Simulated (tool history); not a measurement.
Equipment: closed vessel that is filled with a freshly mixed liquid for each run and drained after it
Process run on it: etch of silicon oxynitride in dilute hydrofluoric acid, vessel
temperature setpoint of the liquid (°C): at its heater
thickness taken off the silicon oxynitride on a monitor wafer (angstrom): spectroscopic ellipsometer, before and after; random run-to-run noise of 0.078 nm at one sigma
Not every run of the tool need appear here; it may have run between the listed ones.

run	hour	temperature setpoint of the liquid (°C)	parts of water to one part of 49 % hydrofluoric acid (parts by volume)	time in the liquid (s)	thickness taken off the silicon oxynitride on a monitor wafer (angstrom)
1	0	24	125	615	60.769
2	8.4	21	125	615	52.822
3	11.8	21	105	615	63.025
4	12.5	22	105	615	66.283
5	16.2	22	80	615	88.676
6	22.7	22	105	615	65.871

Predict the results of run 7:
7	29.8	23	105	615	?

Run 7 measured thickness taken off the silicon oxynitride on a monitor wafer (angstrom) 69.74.

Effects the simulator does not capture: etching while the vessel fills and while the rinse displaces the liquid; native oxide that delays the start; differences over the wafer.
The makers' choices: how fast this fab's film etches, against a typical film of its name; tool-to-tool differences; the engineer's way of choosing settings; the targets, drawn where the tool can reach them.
